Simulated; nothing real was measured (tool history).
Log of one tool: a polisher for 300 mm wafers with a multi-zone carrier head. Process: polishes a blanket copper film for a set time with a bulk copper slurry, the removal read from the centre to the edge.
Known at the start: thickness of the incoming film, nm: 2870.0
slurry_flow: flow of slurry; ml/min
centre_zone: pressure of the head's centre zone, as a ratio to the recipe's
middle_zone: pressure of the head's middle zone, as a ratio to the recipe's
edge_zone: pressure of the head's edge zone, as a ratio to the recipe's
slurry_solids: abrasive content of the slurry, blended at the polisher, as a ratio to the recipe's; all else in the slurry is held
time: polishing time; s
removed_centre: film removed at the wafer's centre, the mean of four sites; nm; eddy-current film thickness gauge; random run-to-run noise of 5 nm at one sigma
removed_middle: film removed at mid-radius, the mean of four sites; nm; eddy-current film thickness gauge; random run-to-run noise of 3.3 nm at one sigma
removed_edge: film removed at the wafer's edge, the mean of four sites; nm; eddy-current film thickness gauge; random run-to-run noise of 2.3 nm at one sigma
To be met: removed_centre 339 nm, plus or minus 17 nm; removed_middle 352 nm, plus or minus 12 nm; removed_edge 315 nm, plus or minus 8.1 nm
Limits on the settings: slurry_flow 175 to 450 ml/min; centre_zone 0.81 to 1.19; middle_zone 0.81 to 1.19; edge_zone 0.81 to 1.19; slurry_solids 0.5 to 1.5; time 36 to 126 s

run 1 hour=0 | slurry_flow=290 centre_zone=1 middle_zone=1 edge_zone=1 slurry_solids=1 time=81 | removed_centre=441.23 removed_middle=478.8 removed_edge=490.63
run 2 hour=3.4 | slurry_flow=290 centre_zone=1 middle_zone=1 edge_zone=0.93 slurry_solids=1 time=81 | removed_centre=444.19 removed_middle=480.54 removed_edge=477.81
run 3 hour=8.8 | slurry_flow=290 centre_zone=1 middle_zone=1.06 edge_zone=0.93 slurry_solids=1 time=81 | removed_centre=447.39 removed_middle=498.05 removed_edge=470.87
run 4 hour=16.4 | slurry_flow=290 centre_zone=1 middle_zone=1.06 edge_zone=0.93 slurry_solids=1.15 time=81 | removed_centre=452.92 removed_middle=518.16 removed_edge=484.58
run 5 hour=21.7 | slurry_flow=290 centre_zone=1.01 middle_zone=1.07 edge_zone=0.91 slurry_solids=1.05 time=75 | removed_centre=433.72 removed_middle=476.35 removed_edge=440.36
run 6 hour=28.3 | slurry_flow=290 centre_zone=1.01 middle_zone=1.07 edge_zone=0.91 slurry_solids=1.05 time=82 | removed_centre=462.32 removed_middle=522.62 removed_edge=474.76
run 7 hour=33.4 | slurry_flow=290 centre_zone=1.01 middle_zone=1.07 edge_zone=0.91 slurry_solids=1.05 time=82 | removed_centre=472.04 removed_middle=523.44 removed_edge=487.45
run 8 hour=39.6 | slurry_flow=295 centre_zone=1.01 middle_zone=1.08 edge_zone=0.9 slurry_solids=0.95 time=75 | removed_centre=421.58 removed_middle=471.38 removed_edge=426.21
run 9 hour=42.9 | slurry_flow=295 centre_zone=1.02 middle_zone=1.07 edge_zone=0.89 slurry_solids=0.85 time=71 | removed_centre=382.22 removed_middle=441.55 removed_edge=397.98
run 10 hour=45 | slurry_flow=295 centre_zone=1.06 middle_zone=1.06 edge_zone=0.88 slurry_solids=0.8 time=68 | removed_centre=384.3 removed_middle=408.87 removed_edge=376.99
run 11 hour=45.9 | slurry_flow=285 centre_zone=1.07 middle_zone=1.08 edge_zone=0.81 slurry_solids=0.55 time=60 | removed_centre=330.79 removed_middle=348.83 removed_edge=307.99

Exercise: of the 5 proposed moves below, exactly one satisfies all targets within the stated allowed misses. Which move is it?
run A hour=46.8 | slurry_flow=305 centre_zone=1.02 middle_zone=1.07 edge_zone=0.85 slurry_solids=0.5 time=58 | removed_centre=? removed_middle=? removed_edge=?
run B hour=46.8 | slurry_flow=205 centre_zone=1.14 middle_zone=1.11 edge_zone=0.81 slurry_solids=0.9 time=57 | removed_centre=? removed_middle=? removed_edge=?
run C hour=46.8 | slurry_flow=275 centre_zone=1.03 middle_zone=1.07 edge_zone=0.86 slurry_solids=0.55 time=59 | removed_centre=? removed_middle=? removed_edge=?
run D hour=46.8 | slurry_flow=295 centre_zone=0.98 middle_zone=1.06 edge_zone=0.85 slurry_solids=0.9 time=58 | removed_centre=? removed_middle=? removed_edge=?
run E hour=46.8 | slurry_flow=330 centre_zone=1.09 middle_zone=1.06 edge_zone=0.84 slurry_solids=0.6 time=60 | removed_centre=? removed_middle=? removed_edge=?

move=A removed_centre=297.19 removed_middle=333.04 removed_edge=296.54
move=B removed_centre=332.43 removed_middle=345.61 removed_edge=296.13
move=C removed_centre=304.81 removed_middle=338.67 removed_edge=303.99
move=D removed_centre=307.42 removed_middle=355.9 removed_edge=319.61
move=E removed_centre=338.53 removed_middle=352.06 removed_edge=313.82
A: lands further from the targets than the last run did
B: lands further from the targets than the last run did
C: lands further from the targets than the last run did
D: brings the last run's worst result on target, with another outside its allowed miss
E: each result inside its tolerance
Go with E: it meets all targets.
